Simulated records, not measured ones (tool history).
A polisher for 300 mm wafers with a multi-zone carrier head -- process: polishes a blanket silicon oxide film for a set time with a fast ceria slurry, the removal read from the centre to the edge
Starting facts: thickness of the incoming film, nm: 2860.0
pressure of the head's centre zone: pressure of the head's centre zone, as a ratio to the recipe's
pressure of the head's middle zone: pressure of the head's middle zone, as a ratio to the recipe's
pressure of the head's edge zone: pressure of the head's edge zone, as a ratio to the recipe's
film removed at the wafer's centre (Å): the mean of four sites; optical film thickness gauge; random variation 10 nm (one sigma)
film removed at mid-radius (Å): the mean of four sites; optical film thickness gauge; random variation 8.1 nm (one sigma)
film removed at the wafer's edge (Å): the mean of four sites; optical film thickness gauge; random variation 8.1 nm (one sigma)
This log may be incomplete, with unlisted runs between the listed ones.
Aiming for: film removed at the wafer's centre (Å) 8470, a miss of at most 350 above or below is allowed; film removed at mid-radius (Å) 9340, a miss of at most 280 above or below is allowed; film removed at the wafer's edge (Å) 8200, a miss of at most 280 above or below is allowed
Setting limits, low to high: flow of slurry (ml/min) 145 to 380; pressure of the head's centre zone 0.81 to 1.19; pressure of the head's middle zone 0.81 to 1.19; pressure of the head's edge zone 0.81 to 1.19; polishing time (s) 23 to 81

| run | hour | flow of slurry (ml/min) | pressure of the head's centre zone | pressure of the head's middle zone | pressure of the head's edge zone | polishing time (s) | film removed at the wafer's centre (Å) | film removed at mid-radius (Å) | film removed at the wafer's edge (Å) |
|---|---|---|---|---|---|---|---|---|---|
| 1 | 0 | 245 | 1 | 1 | 1 | 52 | 5656.9 | 5744.6 | 5646.9 |
| 2 | 6.5 | 305 | 1 | 1 | 1 | 52 | 5785.9 | 5912 | 5781.7 |
| 3 | 15.2 | 315 | 1.02 | 1.06 | 1.03 | 57 | 6438.7 | 6915.6 | 6362.3 |
| 4 | 23.2 | 315 | 1.07 | 1.06 | 1.03 | 57 | 6716.8 | 6830.9 | 6389.8 |
| 5 | 32 | 315 | 1.07 | 1.06 | 1.03 | 52 | 6145 | 6238.2 | 5823.1 |
| 6 | 34.8 | 315 | 1.07 | 1.06 | 1.1 | 52 | 6238.8 | 6206.4 | 5827.3 |
| 7 | 39.7 | 320 | 1.07 | 1.08 | 1.1 | 58 | 6914.5 | 7053.8 | 6589 |
| 8 | 45.6 | 325 | 1.07 | 1.11 | 1.1 | 62 | 7389.8 | 7605.4 | 7088.6 |
| 9 | 48 | 335 | 1.07 | 1.14 | 1.09 | 65 | 7593.3 | 8304.9 | 7457.4 |
| 10 | 52.6 | 335 | 1.07 | 1.14 | 1.09 | 65 | 7788.5 | 8255.2 | 7272.8 |
| 11 | 59.5 | 335 | 1.06 | 1.14 | 1.1 | 67 | 7932.5 | 8606.1 | 7674.6 |
| 12 | 66.3 | 335 | 1.06 | 1.15 | 1.1 | 68 | 8067.5 | 8635.6 | 7875.9 |
| 13 | 75 | 340 | 1.06 | 1.16 | 1.1 | 69 | 8228.1 | 8952.9 | 7943.3 |

Which of these 5 next moves meets every target?
| A | 83.7 | 340 | 1.16 | 1.17 | 1.11 | 65 | ? | ? | ? |
| B | 83.7 | 345 | 0.97 | 1.15 | 1.18 | 71 | ? | ? | ? |
| C | 83.7 | 335 | 1.05 | 1.17 | 1.15 | 71 | ? | ? | ? |
| D | 83.7 | 355 | 1.04 | 1.16 | 1.03 | 66 | ? | ? | ? |
| E | 83.7 | 330 | 1.08 | 1.09 | 1.15 | 70 | ? | ? | ? |

| move | film removed at the wafer's centre (Å) | film removed at mid-radius (Å) | film removed at the wafer's edge (Å) |
|---|---|---|---|
| A | 8440.4 | 8551.7 | 7366.1 |
| B | 7709.4 | 9223.5 | 8270 |
| C | 8327.3 | 9333.5 | 8159.7 |
| D | 7709.2 | 8658 | 7274.5 |
| E | 8428.7 | 8645.2 | 8044.9 |
A: misses by more than the last run did
B: meets the target for the result that was furthest off, but another lies outside its allowed miss
C: every result within its allowed miss
D: misses by more than the last run did
E: misses by more than the last run did
The right move is C.
